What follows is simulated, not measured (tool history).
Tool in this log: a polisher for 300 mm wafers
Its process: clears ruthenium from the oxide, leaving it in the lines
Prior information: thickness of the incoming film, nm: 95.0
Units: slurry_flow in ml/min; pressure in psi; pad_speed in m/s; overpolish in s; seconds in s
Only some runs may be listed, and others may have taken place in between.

run    day  slurry_flow  pressure  pad_speed  overpolish  seconds
  1  0.000          190       2.4       0.92          17   86.149
  2  0.192          220       2.4       0.92          17   87.531
  3  0.446          220       2.4       1.04          17   76.416
  4  0.488          220       2.2       1.02          17   84.936
  5  0.767          220       2.7       1.02          17   69.165
  6  1.117          175       2.7       1.02          17   72.868
  7  1.308          175       2.4       1.00          17   84.589
  8  1.358          175       2.4       1.00          17   84.949

What does the tool deliver on the next run?
  9  1.529          170       2.2       1.00          17        ?

seconds: 93.917 s
